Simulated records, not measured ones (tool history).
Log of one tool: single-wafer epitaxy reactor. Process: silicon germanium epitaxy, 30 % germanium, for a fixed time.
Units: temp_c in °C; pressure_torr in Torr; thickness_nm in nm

run	hour	temp_c	pressure_torr	thickness_nm
1	0	590	23.2	48.247
2	6.2	593	23.4	50.521
3	10.2	596	23.6	53.45
4	12.1	586	23.6	44.92
5	15.8	586	20.8	43.857
6	20.8	578	20.8	38.098

Run 7 comes next. What will it give?
7	26.5	585	21.2	?

{"run 7": {"thickness_nm": 43.088}}

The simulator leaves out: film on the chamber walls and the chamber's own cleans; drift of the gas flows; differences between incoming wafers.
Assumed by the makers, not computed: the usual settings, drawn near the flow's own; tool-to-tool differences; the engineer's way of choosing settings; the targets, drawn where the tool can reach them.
